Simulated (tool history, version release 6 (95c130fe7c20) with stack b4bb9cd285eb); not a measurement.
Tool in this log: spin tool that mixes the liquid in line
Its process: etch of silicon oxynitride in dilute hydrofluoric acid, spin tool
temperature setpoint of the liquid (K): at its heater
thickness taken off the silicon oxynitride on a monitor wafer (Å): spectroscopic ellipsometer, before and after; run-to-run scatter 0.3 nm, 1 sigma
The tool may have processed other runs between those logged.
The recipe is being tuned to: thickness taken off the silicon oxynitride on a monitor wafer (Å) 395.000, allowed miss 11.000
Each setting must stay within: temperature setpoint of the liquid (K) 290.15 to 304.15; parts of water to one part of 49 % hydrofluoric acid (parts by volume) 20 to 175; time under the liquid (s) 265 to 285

run,hour,temperature setpoint of the liquid (K),parts of water to one part of 49 % hydrofluoric acid (parts by volume),time under the liquid (s),thickness taken off the silicon oxynitride on a monitor wafer (Å)
1,0.0,296.15,95,265,85.234
2,5.1,296.15,95,265,86.177
3,11.2,296.15,95,265,85.012
4,14.3,296.15,95,265,86.914
5,22.0,296.15,115,265,69.605
6,28.3,298.65,85,270,111.130
7,36.0,300.65,65,275,164.880
8,37.5,301.65,50,280,230.710
9,44.7,302.65,40,280,312.120
10,49.3,304.15,30,280,448.330
11,58.1,302.65,30,280,417.490

Next run, 5 choices. One meets every target within its allowed miss, the rest don't. Which?
A,66.9,304.15,30,285,?
B,66.9,303.65,35,270,?
C,66.9,303.65,30,275,?
D,66.9,304.15,30,275,?
E,66.9,302.15,30,270,?

move,thickness taken off the silicon oxynitride on a monitor wafer (Å)
A,449.360
B,354.750
C,423.500
D,433.600
E,387.240
A: its largest miss is bigger than the last run's
B: takes the biggest miss from the last run beyond its target
C: its largest miss is bigger than the last run's
D: its largest miss is bigger than the last run's
E: every result lands within tolerance
E is the move that brings every result within its allowed miss.

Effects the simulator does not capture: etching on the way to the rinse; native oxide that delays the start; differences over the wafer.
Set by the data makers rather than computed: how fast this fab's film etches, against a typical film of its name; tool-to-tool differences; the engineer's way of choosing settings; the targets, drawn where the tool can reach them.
